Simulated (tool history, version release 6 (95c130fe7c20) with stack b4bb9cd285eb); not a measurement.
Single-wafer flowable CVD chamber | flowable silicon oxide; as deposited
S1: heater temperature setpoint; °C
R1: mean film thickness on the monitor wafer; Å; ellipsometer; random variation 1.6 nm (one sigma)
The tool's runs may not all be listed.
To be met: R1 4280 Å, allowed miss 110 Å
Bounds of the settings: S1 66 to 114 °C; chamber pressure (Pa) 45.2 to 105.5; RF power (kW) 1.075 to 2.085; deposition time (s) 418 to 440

Run 1, hour 0: S1 90 °C, chamber pressure (Pa) 75.3, RF power (kW) 1.58, deposition time (s) 440. Result: R1 2276 Å.
Run 2, hour 2.6: S1 90 °C, chamber pressure (Pa) 75.3, RF power (kW) 1.66, deposition time (s) 440. Result: R1 2316.7 Å.
Run 3, hour 10.7: S1 99 °C, chamber pressure (Pa) 75.3, RF power (kW) 1.66, deposition time (s) 440. Result: R1 1641.6 Å.
Run 4, hour 14.2: S1 91 °C, chamber pressure (Pa) 75.5, RF power (kW) 1.66, deposition time (s) 440. Result: R1 2221.9 Å.
Run 5, hour 17.9: S1 85 °C, chamber pressure (Pa) 75.6, RF power (kW) 1.66, deposition time (s) 440. Result: R1 2761.3 Å.
Run 6, hour 23.9: S1 85 °C, chamber pressure (Pa) 75.6, RF power (kW) 1.66, deposition time (s) 440. Result: R1 2741.4 Å.
Run 7, hour 30.1: S1 73 °C, chamber pressure (Pa) 76, RF power (kW) 1.66, deposition time (s) 440. Result: R1 3949.1 Å.
Run 8, hour 32.1: S1 72 °C, chamber pressure (Pa) 76, RF power (kW) 1.66, deposition time (s) 440. Result: R1 4023.9 Å.
Run 9, hour 37.1: S1 71 °C, chamber pressure (Pa) 76, RF power (kW) 1.66, deposition time (s) 440. Result: R1 4140 Å.

Which of these 4 next moves meets every target?
Run A, hour 42.1: S1 70 °C, chamber pressure (Pa) 76.4, RF power (kW) 1.6, deposition time (s) 418. Result: R1 ?.
Run B, hour 42.1: S1 74 °C, chamber pressure (Pa) 76.4, RF power (kW) 1.81, deposition time (s) 437. Result: R1 ?.
Run C, hour 42.1: S1 74 °C, chamber pressure (Pa) 87.2, RF power (kW) 1.435, deposition time (s) 440. Result: R1 ?.
Run D, hour 42.1: S1 67 °C, chamber pressure (Pa) 72.4, RF power (kW) 1.45, deposition time (s) 432. Result: R1 ?.

move      R1
   A  3992.6
   B    3921
   C  4236.3
   D  4052.7
A: further off than the last run
B: further off than the last run
C: meets every target
D: further off than the last run
Answer: C
